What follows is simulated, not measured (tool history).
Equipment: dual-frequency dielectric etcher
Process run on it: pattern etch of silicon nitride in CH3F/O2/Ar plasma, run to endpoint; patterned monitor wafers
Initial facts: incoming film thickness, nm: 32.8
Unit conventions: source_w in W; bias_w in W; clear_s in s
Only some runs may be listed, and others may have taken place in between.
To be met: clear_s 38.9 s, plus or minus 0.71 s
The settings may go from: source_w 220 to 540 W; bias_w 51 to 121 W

run	hour	source_w	bias_w	clear_s
1	0	380	86	46.154
2	2.3	400	87	44.662
3	8.2	420	88	43.294
4	11.7	450	88	42.469
5	17.4	460	89	41.611
6	23.8	470	89	41.357
7	32	480	89	40.99
8	40.5	490	89	40.627
9	43.6	500	89	40.172

5 candidate next runs follow, results not yet known. Just one meets every target within its allowed miss. Identify it.
A	46.7	420	98	?
B	46.7	510	94	?
C	46.7	390	103	?
D	46.7	460	84	?
E	46.7	500	86	?

move	clear_s
A	41.396
B	38.798
C	41.776
D	42.794
E	40.804
A: the biggest miss grows against the last run
B: every result within its allowed miss
C: the biggest miss grows against the last run
D: the biggest miss grows against the last run
E: the biggest miss grows against the last run
The move that meets every target is B.
